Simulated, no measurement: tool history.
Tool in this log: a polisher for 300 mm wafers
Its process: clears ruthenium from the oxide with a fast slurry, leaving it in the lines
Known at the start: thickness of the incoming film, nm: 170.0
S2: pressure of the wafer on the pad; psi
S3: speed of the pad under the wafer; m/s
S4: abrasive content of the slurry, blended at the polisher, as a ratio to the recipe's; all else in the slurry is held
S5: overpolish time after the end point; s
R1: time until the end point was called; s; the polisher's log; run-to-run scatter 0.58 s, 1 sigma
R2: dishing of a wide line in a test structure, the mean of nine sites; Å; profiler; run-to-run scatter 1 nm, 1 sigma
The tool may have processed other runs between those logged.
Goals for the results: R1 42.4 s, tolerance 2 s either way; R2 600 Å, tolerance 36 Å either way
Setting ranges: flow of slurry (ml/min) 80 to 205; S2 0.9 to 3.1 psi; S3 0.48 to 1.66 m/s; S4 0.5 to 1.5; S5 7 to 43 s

Run 1, hour 0: flow of slurry (ml/min) 135, S2 2 psi, S3 1.06 m/s, S4 1, S5 22 s. Result: R1 54.912 s, R2 432.05 Å.
Run 2, hour 4.1: flow of slurry (ml/min) 135, S2 2.1 psi, S3 1.06 m/s, S4 1, S5 23 s. Result: R1 52.693 s, R2 476.8 Å.
Run 3, hour 12.3: flow of slurry (ml/min) 135, S2 2.1 psi, S3 1.06 m/s, S4 1, S5 26 s. Result: R1 52.462 s, R2 493.48 Å.
Run 4, hour 21.2: flow of slurry (ml/min) 135, S2 2.2 psi, S3 1.06 m/s, S4 1, S5 26 s. Result: R1 50.154 s, R2 509.4 Å.
Run 5, hour 21.8: flow of slurry (ml/min) 135, S2 2.5 psi, S3 1.06 m/s, S4 1, S5 26 s. Result: R1 48.706 s, R2 529.38 Å.
Run 6, hour 27.4: flow of slurry (ml/min) 135, S2 2.3 psi, S3 1.06 m/s, S4 1, S5 26 s. Result: R1 49.915 s, R2 517.87 Å.
Run 7, hour 34.4: flow of slurry (ml/min) 135, S2 2.4 psi, S3 1.06 m/s, S4 1, S5 26 s. Result: R1 48.943 s, R2 527.18 Å.
Run 8, hour 42.8: flow of slurry (ml/min) 135, S2 2.5 psi, S3 1.06 m/s, S4 1, S5 26 s. Result: R1 46.673 s, R2 544.53 Å.
Run 9, hour 45.3: flow of slurry (ml/min) 140, S2 2.6 psi, S3 1.06 m/s, S4 1, S5 27 s. Result: R1 45.753 s, R2 578.52 Å.
Run 10, hour 52.1: flow of slurry (ml/min) 145, S2 2.7 psi, S3 1.06 m/s, S4 1, S5 26 s. Result: R1 43.658 s, R2 552.29 Å.

Which single option among these 5 for the next run brings every result within its allowed miss of target? Just one does.
Run A, hour 58.9: flow of slurry (ml/min) 155, S2 2.9 psi, S3 1.02 m/s, S4 0.9, S5 25 s. Result: R1 ?, R2 ?.
Run B, hour 58.9: flow of slurry (ml/min) 140, S2 3.1 psi, S3 1 m/s, S4 1.05, S5 27 s. Result: R1 ?, R2 ?.
Run C, hour 58.9: flow of slurry (ml/min) 120, S2 2.7 psi, S3 1.06 m/s, S4 0.95, S5 36 s. Result: R1 ?, R2 ?.
Run D, hour 58.9: flow of slurry (ml/min) 150, S2 3.1 psi, S3 0.92 m/s, S4 1, S5 19 s. Result: R1 ?, R2 ?.
Run E, hour 58.9: flow of slurry (ml/min) 105, S2 2.5 psi, S3 1.08 m/s, S4 1, S5 35 s. Result: R1 ?, R2 ?.

move      R1      R2
   A  46.437  537.72
   B  42.413  593.03
   C  48.024  646.25
   D  46.525  448.83
   E   49.95  624.46
A: misses by more than the last run did
B: all results land within tolerance of their targets
C: pushes the last run's worst result past its target
D: misses by more than the last run did
E: meets the target for the result that was furthest off, but another lies outside its allowed miss
Answer: B
